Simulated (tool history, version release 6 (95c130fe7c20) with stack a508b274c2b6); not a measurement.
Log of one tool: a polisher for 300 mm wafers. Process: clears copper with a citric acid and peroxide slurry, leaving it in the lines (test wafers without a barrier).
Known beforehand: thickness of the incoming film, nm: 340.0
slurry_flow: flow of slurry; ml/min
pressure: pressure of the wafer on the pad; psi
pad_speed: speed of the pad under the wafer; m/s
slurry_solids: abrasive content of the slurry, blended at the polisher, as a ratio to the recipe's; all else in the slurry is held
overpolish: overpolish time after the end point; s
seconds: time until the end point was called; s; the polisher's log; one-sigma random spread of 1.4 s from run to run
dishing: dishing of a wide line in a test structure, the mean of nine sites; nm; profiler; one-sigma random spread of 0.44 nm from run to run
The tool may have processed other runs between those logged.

run,hour,slurry_flow,pressure,pad_speed,slurry_solids,overpolish,seconds,dishing
1,0.0,250,3.9,1.04,1.0,21,103.34,35.820
2,7.9,250,3.7,1.04,1.0,17,106.66,27.801
3,10.2,250,3.7,1.04,1.0,23,107.70,35.535
4,18.3,250,3.5,1.04,1.0,19,112.15,29.442
5,23.6,195,3.5,1.04,1.0,19,117.48,28.719
6,27.4,200,3.4,1.04,1.0,16,118.33,24.683
7,31.7,200,3.4,1.04,1.0,14,121.53,21.968

The next listed run, before its measurement:
8,34.3,205,3.4,1.04,1.0,13,?,?

Run 8 measured seconds 118.99 s, dishing 20.128 nm.

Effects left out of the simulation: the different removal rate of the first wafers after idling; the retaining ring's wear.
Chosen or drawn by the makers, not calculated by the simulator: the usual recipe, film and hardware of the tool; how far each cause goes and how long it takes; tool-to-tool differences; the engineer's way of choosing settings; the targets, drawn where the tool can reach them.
